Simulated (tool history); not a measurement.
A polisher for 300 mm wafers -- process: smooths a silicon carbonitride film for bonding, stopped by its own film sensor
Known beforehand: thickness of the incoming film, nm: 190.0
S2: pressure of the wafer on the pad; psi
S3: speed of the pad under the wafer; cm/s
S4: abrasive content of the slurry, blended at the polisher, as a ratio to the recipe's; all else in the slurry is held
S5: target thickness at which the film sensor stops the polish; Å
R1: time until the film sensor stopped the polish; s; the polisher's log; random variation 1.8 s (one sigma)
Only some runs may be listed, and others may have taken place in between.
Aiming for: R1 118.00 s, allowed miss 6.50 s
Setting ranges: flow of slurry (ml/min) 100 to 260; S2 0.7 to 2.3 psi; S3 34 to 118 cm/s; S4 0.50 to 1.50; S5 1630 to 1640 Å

{"run": 1, "hour": 0.0, "flow of slurry (ml/min)": 165, "S2": 1.5, "S3": 76, "S4": 1.0, "S5": 1640, "R1": 168.8}
{"run": 2, "hour": 2.2, "flow of slurry (ml/min)": 165, "S2": 1.6, "S3": 78, "S4": 1.0, "S5": 1640, "R1": 155.34}
{"run": 3, "hour": 2.9, "flow of slurry (ml/min)": 165, "S2": 1.7, "S3": 78, "S4": 1.0, "S5": 1640, "R1": 142.1}
{"run": 4, "hour": 4.3, "flow of slurry (ml/min)": 165, "S2": 1.7, "S3": 78, "S4": 1.0, "S5": 1630, "R1": 150.79}
{"run": 5, "hour": 6.0, "flow of slurry (ml/min)": 165, "S2": 1.8, "S3": 78, "S4": 1.0, "S5": 1630, "R1": 138.91}
{"run": 6, "hour": 11.7, "flow of slurry (ml/min)": 165, "S2": 1.8, "S3": 78, "S4": 1.0, "S5": 1630, "R1": 136.9}
{"run": 7, "hour": 14.9, "flow of slurry (ml/min)": 165, "S2": 1.9, "S3": 78, "S4": 1.0, "S5": 1630, "R1": 135.23}
{"run": 8, "hour": 23.4, "flow of slurry (ml/min)": 165, "S2": 2.0, "S3": 78, "S4": 1.0, "S5": 1630, "R1": 127.35}

5 candidate next runs follow, results not yet known. Just one meets every target within its allowed miss. Identify it.
{"run": "A", "hour": 31.9, "flow of slurry (ml/min)": 185, "S2": 2.0, "S3": 62, "S4": 0.95, "S5": 1640, "R1": "?"}
{"run": "B", "hour": 31.9, "flow of slurry (ml/min)": 185, "S2": 1.7, "S3": 80, "S4": 1.05, "S5": 1640, "R1": "?"}
{"run": "C", "hour": 31.9, "flow of slurry (ml/min)": 140, "S2": 1.9, "S3": 70, "S4": 1.1, "S5": 1630, "R1": "?"}
{"run": "D", "hour": 31.9, "flow of slurry (ml/min)": 180, "S2": 2.1, "S3": 66, "S4": 1.35, "S5": 1630, "R1": "?"}
{"run": "E", "hour": 31.9, "flow of slurry (ml/min)": 170, "S2": 2.2, "S3": 60, "S4": 1.0, "S5": 1630, "R1": "?"}

move=A R1=146.15
move=B R1=136.14
move=C R1=144.42
move=D R1=117.53
move=E R1=139.71
A: lands further from the targets than the last run did
B: lands further from the targets than the last run did
C: lands further from the targets than the last run did
D: hits every target within its allowed miss
E: lands further from the targets than the last run did
Go with D: it meets all targets.
